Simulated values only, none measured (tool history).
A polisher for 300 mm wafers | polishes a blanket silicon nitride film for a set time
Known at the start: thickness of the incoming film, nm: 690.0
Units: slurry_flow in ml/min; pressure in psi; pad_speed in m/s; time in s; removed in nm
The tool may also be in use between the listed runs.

run  hour  slurry_flow  pressure  pad_speed  time  removed
  1   0.0          180       3.2       1.00    78  138.610
  2   5.0          180       3.2       1.00    82  146.110
  3   7.5          180       3.2       1.00    78  139.710
  4  11.4          175       2.9       0.94    78  117.900
  5  12.0          175       2.7       0.90    78  109.040
  6  14.9          140       2.7       0.90    78  104.630
  7  18.2          140       2.5       0.86    78   92.656
  8  19.1          140       2.3       0.84    78   82.758
  9  22.3          140       2.2       0.82    78   78.735

Forecast run 10:
 10  23.9          140       2.1       0.80    78        ?

Run 10 gave removed 73.262 nm.
